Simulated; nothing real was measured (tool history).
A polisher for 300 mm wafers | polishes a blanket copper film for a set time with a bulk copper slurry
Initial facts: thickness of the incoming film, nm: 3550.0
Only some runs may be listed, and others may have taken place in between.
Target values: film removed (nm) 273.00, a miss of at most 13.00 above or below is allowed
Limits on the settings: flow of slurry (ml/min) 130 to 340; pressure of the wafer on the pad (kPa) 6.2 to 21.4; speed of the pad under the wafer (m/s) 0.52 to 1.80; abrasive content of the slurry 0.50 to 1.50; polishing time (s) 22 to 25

run	hour	flow of slurry (ml/min)	pressure of the wafer on the pad (kPa)	speed of the pad under the wafer (m/s)	abrasive content of the slurry	polishing time (s)	film removed (nm)
1	0.0	220	13.8	1.16	1.00	25	211.36
2	6.5	220	14.5	1.16	1.00	25	220.41
3	14.6	220	15.9	1.16	1.00	25	229.07
4	23.1	220	15.9	1.16	0.85	25	217.69
5	27.7	240	15.9	1.16	0.85	25	222.82
6	28.7	240	16.5	1.16	0.85	25	228.74
7	35.5	240	17.2	1.16	0.85	25	232.35
8	41.0	240	17.9	1.16	0.85	25	245.62
9	42.7	240	18.6	1.16	0.85	25	250.25

Of the 5 settings listed for the next run, only one would bring every result within its allowed miss of target. Which one?
A	44.4	240	18.6	1.34	0.65	23	?
B	44.4	205	18.6	1.26	1.00	25	?
C	44.4	230	18.6	1.02	0.80	25	?
D	44.4	220	17.2	1.16	0.90	23	?
E	44.4	230	19.3	1.24	0.70	23	?

move	film removed (nm)
A	242.32
B	270.05
C	231.15
D	220.25
E	239.42
A: misses by more than the last run did
B: in spec on every target
C: misses by more than the last run did
D: misses by more than the last run did
E: misses by more than the last run did
The right move is B.
